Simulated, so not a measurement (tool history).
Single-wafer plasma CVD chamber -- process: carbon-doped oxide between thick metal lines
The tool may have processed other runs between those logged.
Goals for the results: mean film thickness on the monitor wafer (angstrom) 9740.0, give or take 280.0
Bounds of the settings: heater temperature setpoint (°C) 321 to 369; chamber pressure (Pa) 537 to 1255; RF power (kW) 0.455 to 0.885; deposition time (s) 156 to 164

run	hour	heater temperature setpoint (°C)	chamber pressure (Pa)	RF power (kW)	deposition time (s)	mean film thickness on the monitor wafer (angstrom)
1	0.0	345	896	0.670	164	11006.0
2	6.6	346	887	0.640	163	10445.0
3	14.9	342	887	0.640	163	10542.0
4	21.4	342	887	0.640	164	10569.0
5	25.3	342	883	0.620	163	10445.0
6	29.2	346	883	0.620	163	10251.0
7	33.9	347	873	0.610	163	10024.0
8	36.6	347	873	0.610	163	10022.0

Which single option among these 4 for the next run brings every result within its allowed miss of target? Just one does.
A	39.3	355	751	0.720	156	?
B	39.3	346	833	0.630	156	?
C	39.3	329	857	0.615	160	?
D	39.3	336	924	0.630	156	?

move	mean film thickness on the monitor wafer (angstrom)
A	10350.0
B	9733.1
C	10341.0
D	10112.0
A: lands further from the targets than the last run did
B: hits every target within its allowed miss
C: lands further from the targets than the last run did
D: lands further from the targets than the last run did
The right move is B.

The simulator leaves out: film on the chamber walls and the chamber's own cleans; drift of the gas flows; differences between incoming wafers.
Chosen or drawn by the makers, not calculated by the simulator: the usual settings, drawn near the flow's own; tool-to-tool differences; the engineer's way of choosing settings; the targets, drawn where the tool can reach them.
